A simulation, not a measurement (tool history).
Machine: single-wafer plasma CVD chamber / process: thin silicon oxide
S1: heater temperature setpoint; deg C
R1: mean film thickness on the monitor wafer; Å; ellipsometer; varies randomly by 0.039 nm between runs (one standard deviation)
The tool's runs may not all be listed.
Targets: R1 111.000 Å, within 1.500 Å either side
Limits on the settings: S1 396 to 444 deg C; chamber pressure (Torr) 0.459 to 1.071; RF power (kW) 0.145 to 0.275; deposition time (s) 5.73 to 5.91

{"run": 1, "day": 0.0, "S1": 420, "chamber pressure (Torr)": 0.765, "RF power (kW)": 0.21, "deposition time (s)": 5.73, "R1": 90.556}
{"run": 2, "day": 0.121, "S1": 420, "chamber pressure (Torr)": 0.765, "RF power (kW)": 0.23, "deposition time (s)": 5.73, "R1": 95.683}
{"run": 3, "day": 0.325, "S1": 428, "chamber pressure (Torr)": 0.765, "RF power (kW)": 0.23, "deposition time (s)": 5.73, "R1": 94.834}
{"run": 4, "day": 0.583, "S1": 428, "chamber pressure (Torr)": 0.765, "RF power (kW)": 0.255, "deposition time (s)": 5.73, "R1": 101.02}
{"run": 5, "day": 0.95, "S1": 428, "chamber pressure (Torr)": 0.645, "RF power (kW)": 0.255, "deposition time (s)": 5.73, "R1": 84.478}
{"run": 6, "day": 1.117, "S1": 428, "chamber pressure (Torr)": 0.645, "RF power (kW)": 0.255, "deposition time (s)": 5.73, "R1": 84.77}
{"run": 7, "day": 1.154, "S1": 428, "chamber pressure (Torr)": 0.707, "RF power (kW)": 0.255, "deposition time (s)": 5.73, "R1": 93.544}
{"run": 8, "day": 1.175, "S1": 428, "chamber pressure (Torr)": 0.745, "RF power (kW)": 0.255, "deposition time (s)": 5.73, "R1": 98.451}
{"run": 9, "day": 1.271, "S1": 428, "chamber pressure (Torr)": 0.772, "RF power (kW)": 0.255, "deposition time (s)": 5.73, "R1": 102.15}

Which single option among these 5 for the next run brings every result within its allowed miss of target? Just one does.
{"run": "A", "day": 1.367, "S1": 444, "chamber pressure (Torr)": 0.813, "RF power (kW)": 0.26, "deposition time (s)": 5.91, "R1": "?"}
{"run": "B", "day": 1.367, "S1": 431, "chamber pressure (Torr)": 0.776, "RF power (kW)": 0.265, "deposition time (s)": 5.91, "R1": "?"}
{"run": "C", "day": 1.367, "S1": 422, "chamber pressure (Torr)": 0.81, "RF power (kW)": 0.26, "deposition time (s)": 5.74, "R1": "?"}
{"run": "D", "day": 1.367, "S1": 428, "chamber pressure (Torr)": 0.728, "RF power (kW)": 0.27, "deposition time (s)": 5.91, "R1": "?"}
{"run": "E", "day": 1.367, "S1": 427, "chamber pressure (Torr)": 0.797, "RF power (kW)": 0.25, "deposition time (s)": 5.91, "R1": "?"}

move=A R1=111.100
move=B R1=108.190
move=C R1=108.990
move=D R1=102.720
move=E R1=107.800
A: meets every target
B: closes in on the targets versus the last run, not all within tolerance yet
C: closes in on the targets versus the last run, not all within tolerance yet
D: closes in on the targets versus the last run, not all within tolerance yet
E: closes in on the targets versus the last run, not all within tolerance yet
So the answer is move A, the one that meets all the targets.

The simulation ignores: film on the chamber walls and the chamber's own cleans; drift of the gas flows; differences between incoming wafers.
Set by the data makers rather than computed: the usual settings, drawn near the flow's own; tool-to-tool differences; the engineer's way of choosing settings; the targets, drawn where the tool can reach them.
